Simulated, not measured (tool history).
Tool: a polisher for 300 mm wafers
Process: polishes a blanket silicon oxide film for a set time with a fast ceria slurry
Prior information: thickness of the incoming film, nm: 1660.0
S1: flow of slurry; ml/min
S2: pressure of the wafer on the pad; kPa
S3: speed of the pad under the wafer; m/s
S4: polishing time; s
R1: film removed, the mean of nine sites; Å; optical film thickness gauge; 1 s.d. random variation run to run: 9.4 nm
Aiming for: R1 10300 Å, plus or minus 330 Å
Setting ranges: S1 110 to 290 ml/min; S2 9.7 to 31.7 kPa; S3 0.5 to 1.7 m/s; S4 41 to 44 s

{"run": 1, "hour": 0.0, "S1": 185, "S2": 20.7, "S3": 1.1, "S4": 41, "R1": 6414.3}
{"run": 2, "hour": 8.6, "S1": 185, "S2": 16.5, "S3": 1.1, "S4": 41, "R1": 5165}
{"run": 3, "hour": 11.9, "S1": 185, "S2": 14.5, "S3": 1.1, "S4": 41, "R1": 4540.8}
{"run": 4, "hour": 17.8, "S1": 190, "S2": 17.2, "S3": 1.1, "S4": 41, "R1": 5448.7}
{"run": 5, "hour": 26.8, "S1": 190, "S2": 17.2, "S3": 1.26, "S4": 41, "R1": 6173.7}
{"run": 6, "hour": 31.9, "S1": 190, "S2": 17.2, "S3": 0.98, "S4": 41, "R1": 4819.1}
{"run": 7, "hour": 36.2, "S1": 195, "S2": 20, "S3": 0.98, "S4": 41, "R1": 5544.6}
{"run": 8, "hour": 38.4, "S1": 195, "S2": 22.1, "S3": 0.98, "S4": 41, "R1": 6119.5}
{"run": 9, "hour": 44.5, "S1": 195, "S2": 24.1, "S3": 0.98, "S4": 41, "R1": 6695.9}
{"run": 10, "hour": 48.7, "S1": 195, "S2": 25.5, "S3": 1, "S4": 41, "R1": 7214}
{"run": 11, "hour": 55.3, "S1": 195, "S2": 26.9, "S3": 1.02, "S4": 41, "R1": 7848.2}
{"run": 12, "hour": 62.5, "S1": 195, "S2": 27.6, "S3": 1.04, "S4": 41, "R1": 8051.6}
{"run": 13, "hour": 66.7, "S1": 195, "S2": 28.3, "S3": 1.06, "S4": 41, "R1": 8438.5}
{"run": 14, "hour": 69.5, "S1": 215, "S2": 31.7, "S3": 1.1, "S4": 41, "R1": 9940.3}

Exactly one of the 4 candidate moves below puts every result within its allowed miss. Which one?
{"run": "A", "hour": 72.3, "S1": 200, "S2": 31, "S3": 1.08, "S4": 41, "R1": "?"}
{"run": "B", "hour": 72.3, "S1": 230, "S2": 31.7, "S3": 1.16, "S4": 44, "R1": "?"}
{"run": "C", "hour": 72.3, "S1": 240, "S2": 31, "S3": 1.06, "S4": 44, "R1": "?"}
{"run": "D", "hour": 72.3, "S1": 180, "S2": 30.3, "S3": 1.12, "S4": 42, "R1": "?"}

move=A R1=9425.5
move=B R1=11259
move=C R1=10143
move=D R1=9652.8
A: its largest miss is bigger than the last run's
B: takes the biggest miss from the last run beyond its target
C: meets every target
D: its largest miss is bigger than the last run's
Answer: C

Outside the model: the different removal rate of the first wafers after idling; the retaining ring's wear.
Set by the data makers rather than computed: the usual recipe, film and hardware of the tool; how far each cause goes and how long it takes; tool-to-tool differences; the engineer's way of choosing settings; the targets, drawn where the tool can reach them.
